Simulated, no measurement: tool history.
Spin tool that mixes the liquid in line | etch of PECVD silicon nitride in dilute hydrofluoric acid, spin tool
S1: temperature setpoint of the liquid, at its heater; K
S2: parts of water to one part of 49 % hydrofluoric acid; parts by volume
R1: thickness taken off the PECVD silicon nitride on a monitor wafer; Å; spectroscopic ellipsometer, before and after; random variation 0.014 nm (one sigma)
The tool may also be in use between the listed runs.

run 1 hour=0.0 | S1=297.15 S2=190 time_under_the_liquid_(s)=80 | R1=8.2081
run 2 hour=6.4 | S1=293.65 S2=190 time_under_the_liquid_(s)=80 | R1=6.6381
run 3 hour=7.1 | S1=295.65 S2=190 time_under_the_liquid_(s)=80 | R1=7.6892
run 4 hour=9.9 | S1=295.65 S2=190 time_under_the_liquid_(s)=80 | R1=7.5598
run 5 hour=13.3 | S1=297.15 S2=190 time_under_the_liquid_(s)=80 | R1=8.2713
run 6 hour=14.1 | S1=297.15 S2=165 time_under_the_liquid_(s)=80 | R1=9.6429
run 7 hour=20.4 | S1=297.65 S2=165 time_under_the_liquid_(s)=80 | R1=9.7000
run 8 hour=28.3 | S1=298.15 S2=165 time_under_the_liquid_(s)=80 | R1=10.1370

Run 9 comes next. What will it give?
run 9 hour=33.0 | S1=298.65 S2=165 time_under_the_liquid_(s)=80 | R1=?

R1: 10.4520 Å

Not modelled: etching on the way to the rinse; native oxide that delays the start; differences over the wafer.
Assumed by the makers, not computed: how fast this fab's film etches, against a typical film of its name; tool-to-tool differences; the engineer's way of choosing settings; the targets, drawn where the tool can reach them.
